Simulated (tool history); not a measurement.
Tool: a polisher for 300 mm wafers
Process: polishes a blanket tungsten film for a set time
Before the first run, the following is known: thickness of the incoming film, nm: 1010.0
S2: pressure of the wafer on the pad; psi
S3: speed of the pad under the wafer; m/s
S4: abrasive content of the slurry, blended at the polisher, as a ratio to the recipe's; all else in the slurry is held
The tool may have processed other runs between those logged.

run 1 day=0 | flow_of_slurry_(ml/min)=165 S2=4.1 S3=0.88 S4=1 polishing_time_(s)=36 | film_removed_(Å)=1701.3
run 2 day=0.162 | flow_of_slurry_(ml/min)=165 S2=4.1 S3=0.88 S4=1 polishing_time_(s)=36 | film_removed_(Å)=1707.2
run 3 day=0.233 | flow_of_slurry_(ml/min)=165 S2=4.5 S3=0.88 S4=1 polishing_time_(s)=36 | film_removed_(Å)=1842.2
run 4 day=0.417 | flow_of_slurry_(ml/min)=170 S2=4.8 S3=0.88 S4=1 polishing_time_(s)=36 | film_removed_(Å)=1915.5
run 5 day=0.538 | flow_of_slurry_(ml/min)=170 S2=4.8 S3=0.88 S4=0.85 polishing_time_(s)=36 | film_removed_(Å)=1838.5
run 6 day=0.671 | flow_of_slurry_(ml/min)=170 S2=4.8 S3=1.06 S4=0.85 polishing_time_(s)=36 | film_removed_(Å)=2141.1
run 7 day=0.85 | flow_of_slurry_(ml/min)=170 S2=5 S3=1.06 S4=0.85 polishing_time_(s)=36 | film_removed_(Å)=2157
-- day=1.167 slurry blender recalibrated
run 8 day=1.167 | flow_of_slurry_(ml/min)=170 S2=5.2 S3=1.08 S4=0.85 polishing_time_(s)=36 | film_removed_(Å)=2395.5

Run 9 comes next. What will it give?
run 9 day=1.325 | flow_of_slurry_(ml/min)=170 S2=5.3 S3=1.08 S4=0.85 polishing_time_(s)=36 | film_removed_(Å)=?

Logged for run 9: film removed (Å) 2464.3.

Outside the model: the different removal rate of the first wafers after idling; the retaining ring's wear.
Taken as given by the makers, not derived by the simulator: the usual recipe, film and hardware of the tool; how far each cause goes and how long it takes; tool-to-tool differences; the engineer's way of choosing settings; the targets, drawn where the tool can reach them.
